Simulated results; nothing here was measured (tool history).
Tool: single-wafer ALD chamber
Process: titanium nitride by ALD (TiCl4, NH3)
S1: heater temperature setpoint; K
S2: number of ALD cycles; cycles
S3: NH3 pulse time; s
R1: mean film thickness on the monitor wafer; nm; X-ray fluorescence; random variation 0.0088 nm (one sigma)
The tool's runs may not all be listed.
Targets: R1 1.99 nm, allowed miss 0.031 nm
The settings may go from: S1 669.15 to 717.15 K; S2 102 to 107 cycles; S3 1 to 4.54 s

| run | hour | S1 | S2 | S3 | R1 |
|---|---|---|---|---|---|
| 1 | 0 | 693.15 | 107 | 2.77 | 2.1865 |
| 2 | 7.3 | 689.15 | 106 | 2.46 | 2.1679 |
| 3 | 15.1 | 689.15 | 107 | 2.46 | 2.1955 |
| 4 | 18 | 694.15 | 106 | 2.59 | 2.1766 |
| 5 | 24.4 | 690.15 | 105 | 2.56 | 2.1389 |
| 6 | 30.6 | 682.15 | 105 | 2.56 | 2.1251 |
| 7 | 33.1 | 680.15 | 104 | 2.91 | 2.1325 |
| 8 | 36.4 | 678.15 | 104 | 2.57 | 2.1187 |
| 9 | 42.5 | 676.15 | 104 | 2.29 | 2.1082 |
| 10 | 51.1 | 675.15 | 104 | 2.06 | 2.0923 |
| 11 | 55.8 | 674.15 | 104 | 1.87 | 2.0831 |
| 12 | 61.5 | 673.15 | 104 | 1.72 | 2.055 |
| 13 | 64.2 | 673.15 | 104 | 1.64 | 2.0523 |
| 14 | 69.5 | 673.15 | 104 | 1.56 | 2.048 |
| 15 | 74.9 | 673.15 | 104 | 1.49 | 2.0334 |
| 16 | 81.7 | 673.15 | 104 | 1.47 | 2.0412 |
| 17 | 83.8 | 673.15 | 104 | 1.42 | 2.0214 |

Which of these 5 next moves meets every target?
| A | 85.9 | 669.15 | 102 | 1.64 | ? |
| B | 85.9 | 673.15 | 107 | 1.19 | ? |
| C | 85.9 | 675.15 | 104 | 1.59 | ? |
| D | 85.9 | 674.15 | 107 | 1.29 | ? |
| E | 85.9 | 669.15 | 107 | 1.52 | ? |

| move | R1 |
|---|---|
| A | 1.9994 |
| B | 2.0411 |
| C | 2.0506 |
| D | 2.0652 |
| E | 2.0831 |
A: meets every target
B: further off than the last run
C: further off than the last run
D: further off than the last run
E: further off than the last run
Move A is the one to make.

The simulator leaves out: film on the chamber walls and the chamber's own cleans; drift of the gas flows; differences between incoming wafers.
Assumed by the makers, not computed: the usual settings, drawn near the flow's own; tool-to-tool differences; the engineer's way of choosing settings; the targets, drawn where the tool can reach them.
